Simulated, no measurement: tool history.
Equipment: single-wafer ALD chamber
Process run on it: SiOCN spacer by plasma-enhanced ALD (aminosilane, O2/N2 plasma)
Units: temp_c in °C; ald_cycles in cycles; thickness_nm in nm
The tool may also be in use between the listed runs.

run	day	temp_c	ald_cycles	thickness_nm
1	0.000	385	84	5.3432
2	0.300	385	82	5.2346
3	0.358	390	82	5.1530
4	0.554	380	82	5.1990
5	0.908	380	78	4.9683
6	0.988	384	78	4.9378
7	1.054	384	77	4.8907
8	1.333	384	76	4.8181

Expected results for the next run?
9	1.650	384	66	?

thickness_nm: 4.1971 nm
